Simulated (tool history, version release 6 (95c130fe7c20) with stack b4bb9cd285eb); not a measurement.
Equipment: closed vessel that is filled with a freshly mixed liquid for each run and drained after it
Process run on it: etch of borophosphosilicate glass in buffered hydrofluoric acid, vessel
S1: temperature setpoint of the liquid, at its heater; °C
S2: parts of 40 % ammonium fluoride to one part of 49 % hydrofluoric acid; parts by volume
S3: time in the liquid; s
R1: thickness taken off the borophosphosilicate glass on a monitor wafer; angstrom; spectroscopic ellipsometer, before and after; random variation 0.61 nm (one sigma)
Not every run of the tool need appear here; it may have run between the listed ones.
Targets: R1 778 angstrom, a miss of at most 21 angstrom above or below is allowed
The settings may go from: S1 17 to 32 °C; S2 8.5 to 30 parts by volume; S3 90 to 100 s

Run 1, hour 0: S1 24 °C, S2 23 parts by volume, S3 90 s. Result: R1 679.25 angstrom.
Run 2, hour 0.9: S1 24 °C, S2 20.5 parts by volume, S3 90 s. Result: R1 740.1 angstrom.
Run 3, hour 4.4: S1 24.5 °C, S2 20.5 parts by volume, S3 90 s. Result: R1 751.79 angstrom.
Run 4, hour 8.8: S1 24.5 °C, S2 20.5 parts by volume, S3 100 s. Result: R1 833.38 angstrom.
Run 5, hour 12.6: S1 24 °C, S2 20.5 parts by volume, S3 100 s. Result: R1 814.14 angstrom.
Run 6, hour 16.9: S1 21 °C, S2 20.5 parts by volume, S3 100 s. Result: R1 688.03 angstrom.
Run 7, hour 20.1: S1 21.5 °C, S2 20.5 parts by volume, S3 100 s. Result: R1 712.62 angstrom.
Run 8, hour 25.7: S1 22 °C, S2 20.5 parts by volume, S3 100 s. Result: R1 741.54 angstrom.
Run 9, hour 29.3: S1 22.5 °C, S2 20.5 parts by volume, S3 100 s. Result: R1 737.05 angstrom.

Exactly one of the 4 candidate moves below puts every result within its allowed miss. Which one?
Run A, hour 32.9: S1 21.5 °C, S2 16.5 parts by volume, S3 90 s. Result: R1 ?.
Run B, hour 32.9: S1 22 °C, S2 19.5 parts by volume, S3 90 s. Result: R1 ?.
Run C, hour 32.9: S1 20.5 °C, S2 17.5 parts by volume, S3 90 s. Result: R1 ?.
Run D, hour 32.9: S1 20.5 °C, S2 18 parts by volume, S3 90 s. Result: R1 ?.

move      R1
   A  783.36
   B  682.41
   C   699.4
   D  680.15
A: every result lands within tolerance
B: moves away from the targets compared with the last run
C: moves away from the targets compared with the last run
D: moves away from the targets compared with the last run
A is the move that brings every result within its allowed miss.
